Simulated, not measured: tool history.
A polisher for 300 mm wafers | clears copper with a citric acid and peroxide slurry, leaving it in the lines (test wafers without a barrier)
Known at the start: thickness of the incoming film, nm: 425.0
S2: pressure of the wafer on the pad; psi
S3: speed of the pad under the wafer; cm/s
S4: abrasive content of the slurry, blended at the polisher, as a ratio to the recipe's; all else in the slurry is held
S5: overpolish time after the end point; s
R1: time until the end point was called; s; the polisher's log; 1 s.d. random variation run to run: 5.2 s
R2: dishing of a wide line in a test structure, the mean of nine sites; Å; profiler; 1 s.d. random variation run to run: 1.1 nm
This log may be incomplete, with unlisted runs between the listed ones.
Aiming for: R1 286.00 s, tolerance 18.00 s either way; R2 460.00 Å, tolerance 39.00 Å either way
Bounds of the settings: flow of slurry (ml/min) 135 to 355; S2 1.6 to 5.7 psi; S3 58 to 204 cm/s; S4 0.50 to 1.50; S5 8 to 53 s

run 1 hour=0.0 | flow_of_slurry_(ml/min)=225 S2=3.6 S3=130 S4=1.00 S5=27 | R1=135.98 R2=516.54
run 2 hour=6.8 | flow_of_slurry_(ml/min)=225 S2=3.6 S3=130 S4=1.00 S5=31 | R1=136.15 R2=583.68
run 3 hour=14.2 | flow_of_slurry_(ml/min)=225 S2=2.7 S3=130 S4=1.00 S5=31 | R1=162.69 R2=510.12
run 4 hour=15.4 | flow_of_slurry_(ml/min)=225 S2=2.4 S3=118 S4=1.00 S5=34 | R1=197.50 R2=474.79
run 5 hour=22.6 | flow_of_slurry_(ml/min)=225 S2=2.2 S3=112 S4=1.00 S5=36 | R1=214.20 R2=451.89
run 6 hour=25.8 | flow_of_slurry_(ml/min)=225 S2=2.0 S3=108 S4=1.00 S5=39 | R1=242.25 R2=460.20
run 7 hour=33.2 | flow_of_slurry_(ml/min)=225 S2=2.0 S3=108 S4=1.00 S5=39 | R1=233.93 R2=460.89
run 8 hour=37.6 | flow_of_slurry_(ml/min)=225 S2=2.0 S3=108 S4=1.00 S5=39 | R1=234.32 R2=438.39
run 9 hour=39.5 | flow_of_slurry_(ml/min)=225 S2=1.9 S3=106 S4=1.00 S5=42 | R1=251.32 R2=472.41
run 10 hour=44.2 | flow_of_slurry_(ml/min)=225 S2=1.8 S3=104 S4=1.00 S5=43 | R1=253.05 R2=441.62

Of the 4 settings listed for the next run, only one would bring every result within its allowed miss of target. Which one?
run A hour=48.9 | flow_of_slurry_(ml/min)=155 S2=3.0 S3=104 S4=0.70 S5=43 | R1=? R2=?
run B hour=48.9 | flow_of_slurry_(ml/min)=275 S2=1.6 S3=140 S4=0.95 S5=34 | R1=? R2=?
run C hour=48.9 | flow_of_slurry_(ml/min)=225 S2=1.6 S3=102 S4=0.90 S5=50 | R1=? R2=?
run D hour=48.9 | flow_of_slurry_(ml/min)=195 S2=1.8 S3=108 S4=1.45 S5=35 | R1=? R2=?

move=A R1=225.56 R2=511.20
move=B R1=201.15 R2=451.42
move=C R1=282.81 R2=468.82
move=D R1=228.60 R2=418.15
A: lands further from the targets than the last run did
B: lands further from the targets than the last run did
C: all results land within tolerance of their targets
D: lands further from the targets than the last run did
Move C is the one to make.

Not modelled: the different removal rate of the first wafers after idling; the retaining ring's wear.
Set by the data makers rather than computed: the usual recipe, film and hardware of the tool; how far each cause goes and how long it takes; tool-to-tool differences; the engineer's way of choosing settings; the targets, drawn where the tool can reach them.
